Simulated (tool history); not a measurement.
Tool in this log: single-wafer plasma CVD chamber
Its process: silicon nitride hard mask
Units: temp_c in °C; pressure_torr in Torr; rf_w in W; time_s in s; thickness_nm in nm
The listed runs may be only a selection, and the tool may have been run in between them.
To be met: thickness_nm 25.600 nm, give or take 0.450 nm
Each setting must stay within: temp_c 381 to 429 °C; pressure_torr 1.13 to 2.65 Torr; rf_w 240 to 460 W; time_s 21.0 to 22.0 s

| run | hour | temp_c | pressure_torr | rf_w | time_s | thickness_nm |
|---|---|---|---|---|---|---|
| 1 | 0.0 | 405 | 1.89 | 350 | 22.0 | 28.798 |
| 2 | 3.5 | 405 | 1.71 | 345 | 22.0 | 27.896 |
| 3 | 9.3 | 416 | 1.71 | 345 | 22.0 | 27.841 |
| 4 | 12.5 | 416 | 1.84 | 345 | 22.0 | 28.241 |
| 5 | 13.9 | 416 | 1.55 | 345 | 22.0 | 26.977 |
| 6 | 21.6 | 416 | 1.55 | 390 | 22.0 | 28.697 |
| 7 | 24.7 | 416 | 1.45 | 380 | 21.9 | 27.713 |
| 8 | 25.9 | 416 | 1.37 | 375 | 21.9 | 27.145 |
| 9 | 34.9 | 416 | 1.31 | 370 | 21.9 | 26.662 |
| 10 | 36.9 | 416 | 1.26 | 365 | 21.9 | 26.011 |

Next run, 5 choices. One meets every target within its allowed miss, the rest don't. Which?
| A | 38.9 | 410 | 1.43 | 355 | 21.6 | ? |
| B | 38.9 | 417 | 1.13 | 400 | 22.0 | ? |
| C | 38.9 | 417 | 1.42 | 365 | 21.6 | ? |
| D | 38.9 | 429 | 1.82 | 350 | 21.5 | ? |
| E | 38.9 | 406 | 1.17 | 400 | 21.0 | ? |

| move | thickness_nm |
|---|---|
| A | 26.431 |
| B | 26.731 |
| C | 26.691 |
| D | 27.655 |
| E | 25.883 |
A: misses by more than the last run did
B: misses by more than the last run did
C: misses by more than the last run did
D: misses by more than the last run did
E: all results land within tolerance of their targets
E meets every target.
